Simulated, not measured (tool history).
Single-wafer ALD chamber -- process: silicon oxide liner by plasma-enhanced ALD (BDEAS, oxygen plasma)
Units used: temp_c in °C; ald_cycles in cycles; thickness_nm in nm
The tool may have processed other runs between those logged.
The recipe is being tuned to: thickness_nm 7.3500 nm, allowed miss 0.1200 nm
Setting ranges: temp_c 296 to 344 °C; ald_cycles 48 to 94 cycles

{"run": 1, "hour": 0.0, "temp_c": 320, "ald_cycles": 71, "thickness_nm": 6.0746}
{"run": 2, "hour": 4.5, "temp_c": 319, "ald_cycles": 75, "thickness_nm": 6.3966}
{"run": 3, "hour": 11.4, "temp_c": 319, "ald_cycles": 78, "thickness_nm": 6.6744}
{"run": 4, "hour": 13.2, "temp_c": 319, "ald_cycles": 80, "thickness_nm": 6.8137}
{"run": 5, "hour": 16.3, "temp_c": 318, "ald_cycles": 82, "thickness_nm": 6.9456}
{"run": 6, "hour": 17.0, "temp_c": 318, "ald_cycles": 72, "thickness_nm": 6.205}
{"run": 7, "hour": 23.9, "temp_c": 315, "ald_cycles": 76, "thickness_nm": 6.5625}
{"run": 8, "hour": 26.3, "temp_c": 312, "ald_cycles": 78, "thickness_nm": 6.7004}
{"run": 9, "hour": 31.1, "temp_c": 312, "ald_cycles": 80, "thickness_nm": 6.8566}

5 next moves are on the table. One of them brings every result within its allowed miss. Which?
{"run": "A", "hour": 35.9, "temp_c": 312, "ald_cycles": 82, "thickness_nm": "?"}
{"run": "B", "hour": 35.9, "temp_c": 314, "ald_cycles": 70, "thickness_nm": "?"}
{"run": "C", "hour": 35.9, "temp_c": 317, "ald_cycles": 82, "thickness_nm": "?"}
{"run": "D", "hour": 35.9, "temp_c": 317, "ald_cycles": 72, "thickness_nm": "?"}
{"run": "E", "hour": 35.9, "temp_c": 297, "ald_cycles": 84, "thickness_nm": "?"}

move=A thickness_nm=7.0432
move=B thickness_nm=5.9974
move=C thickness_nm=6.9991
move=D thickness_nm=6.1456
move=E thickness_nm=7.3546
A: gains on the last run, yet a result remains outside its allowed miss
B: its largest miss is bigger than the last run's
C: gains on the last run, yet a result remains outside its allowed miss
D: its largest miss is bigger than the last run's
E: each result inside its tolerance
E is the move that brings every result within its allowed miss.
